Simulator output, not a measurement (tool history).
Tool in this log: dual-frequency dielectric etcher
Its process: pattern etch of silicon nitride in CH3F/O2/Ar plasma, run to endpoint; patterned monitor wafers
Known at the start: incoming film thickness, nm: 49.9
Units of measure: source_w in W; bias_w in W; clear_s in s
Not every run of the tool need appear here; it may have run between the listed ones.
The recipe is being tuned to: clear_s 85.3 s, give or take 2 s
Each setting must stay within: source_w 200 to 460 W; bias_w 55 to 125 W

| run | hour | source_w | bias_w | clear_s |
|---|---|---|---|---|
| 1 | 0 | 330 | 90 | 77.489 |
| 2 | 8.3 | 360 | 90 | 74.659 |
| 3 | 13.3 | 340 | 89 | 77.298 |
| 4 | 14.8 | 330 | 88 | 78.097 |
| 5 | 15.6 | 380 | 88 | 74.225 |
| 6 | 16.8 | 360 | 86 | 76.106 |
| 7 | 18.5 | 350 | 85 | 76.852 |
| 8 | 25.3 | 340 | 84 | 78.787 |
| 9 | 26.5 | 330 | 83 | 80.433 |
| 10 | 32.3 | 320 | 83 | 81.487 |

Which single option among these 4 for the next run brings every result within its allowed miss of target? Just one does.
| A | 38.1 | 330 | 76 | ? |
| B | 38.1 | 280 | 98 | ? |
| C | 38.1 | 320 | 70 | ? |
| D | 38.1 | 300 | 88 | ? |

| move | clear_s |
|---|---|
| A | 81.411 |
| B | 80.517 |
| C | 84.447 |
| D | 80.983 |
A: about as far from the targets as the last run
B: moves away from the targets compared with the last run
C: every result lands within tolerance
D: moves away from the targets compared with the last run
Go with C: it meets all targets.

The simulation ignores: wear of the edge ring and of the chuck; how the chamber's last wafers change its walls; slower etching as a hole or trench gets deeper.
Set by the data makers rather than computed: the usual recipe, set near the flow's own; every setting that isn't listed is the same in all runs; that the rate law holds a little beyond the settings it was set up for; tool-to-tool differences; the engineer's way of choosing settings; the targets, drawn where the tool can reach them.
